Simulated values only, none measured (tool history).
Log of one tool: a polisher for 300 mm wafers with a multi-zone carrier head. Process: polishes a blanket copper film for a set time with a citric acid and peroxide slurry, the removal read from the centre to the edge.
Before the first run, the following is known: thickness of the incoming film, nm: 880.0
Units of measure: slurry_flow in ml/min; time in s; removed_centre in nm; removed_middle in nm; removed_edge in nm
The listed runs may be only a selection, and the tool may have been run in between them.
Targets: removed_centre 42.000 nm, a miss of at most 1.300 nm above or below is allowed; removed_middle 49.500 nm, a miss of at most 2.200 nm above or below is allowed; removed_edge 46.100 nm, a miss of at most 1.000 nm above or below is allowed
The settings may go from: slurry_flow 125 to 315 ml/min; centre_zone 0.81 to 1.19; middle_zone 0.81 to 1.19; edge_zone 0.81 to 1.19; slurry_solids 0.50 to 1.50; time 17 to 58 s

run  hour  slurry_flow  centre_zone  middle_zone  edge_zone  slurry_solids  time  removed_centre  removed_middle  removed_edge
  1   0.0          205         1.00         1.00       1.00           1.00    37          74.141          75.825        76.152
  2   8.4          195         0.96         1.00       0.95           0.85    33          62.800          66.896        63.252
  3  13.5          195         0.96         1.00       0.95           1.05    33          64.153          68.725        65.382
  4  15.9          180         0.91         0.98       0.93           0.90    31          55.582          60.934        58.733
  5  19.9          170         0.88         0.97       0.91           0.80    30          50.093          57.689        55.578
  6  24.8          205         0.88         0.97       0.91           0.80    30          52.248          59.295        56.779
  7  28.9          160         0.84         0.95       0.81           0.55    27          40.335          46.589        43.861
  8  34.6          175         0.84         0.96       0.82           0.55    27          41.521          48.686        44.904

Of the 5 settings listed for the next run, only one would bring every result within its allowed miss of target. Which one?
  A  40.3          200         0.93         0.88       0.87           0.50    27               ?               ?             ?
  B  40.3          165         0.92         0.84       0.81           0.55    27               ?               ?             ?
  C  40.3          260         0.82         0.92       0.81           0.85    25               ?               ?             ?
  D  40.3          155         0.83         1.01       0.81           0.55    27               ?               ?             ?
  E  40.3          185         0.95         0.91       0.81           0.55    26               ?               ?             ?

move  removed_centre  removed_middle  removed_edge
   A          45.386          46.168        46.663
   B          43.789          43.836        44.697
   C          41.588          49.340        46.403
   D          38.957          49.157        44.211
   E          44.595          45.484        43.664
A: puts the biggest miss on target and leaves a different result outside tolerance
B: further off than the last run
C: all results land within tolerance of their targets
D: further off than the last run
E: further off than the last run
The move that meets every target is C.
